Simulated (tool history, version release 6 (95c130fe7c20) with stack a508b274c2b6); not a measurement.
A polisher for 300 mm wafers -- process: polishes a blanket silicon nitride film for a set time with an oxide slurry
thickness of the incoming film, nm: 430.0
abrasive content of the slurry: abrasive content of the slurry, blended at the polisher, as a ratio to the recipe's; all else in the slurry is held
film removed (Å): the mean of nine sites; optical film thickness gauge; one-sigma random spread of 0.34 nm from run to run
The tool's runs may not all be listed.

run,day,flow of slurry (ml/min),pressure of the wafer on the pad (psi),speed of the pad under the wafer (m/s),abrasive content of the slurry,polishing time (s),film removed (Å)
1,0,150,4.4,1.26,1,59,460.84
2,0.167,150,4.4,1.26,0.9,59,427.25
3,0.542,145,4.3,1.26,0.9,59,406.82
4,0.762,145,4.3,1.26,0.9,62,424.76
# day 1.092: slurry nozzle cleaned
5,1.092,145,4.3,1.26,1,62,486.83
6,1.275,145,4.3,1.06,1,62,440.62

Run 7, settings as shown, results not yet in. Your forecast:
7,1.471,135,4.2,1.06,1,62,?

Run 7 came out at film removed (Å) 421.27.
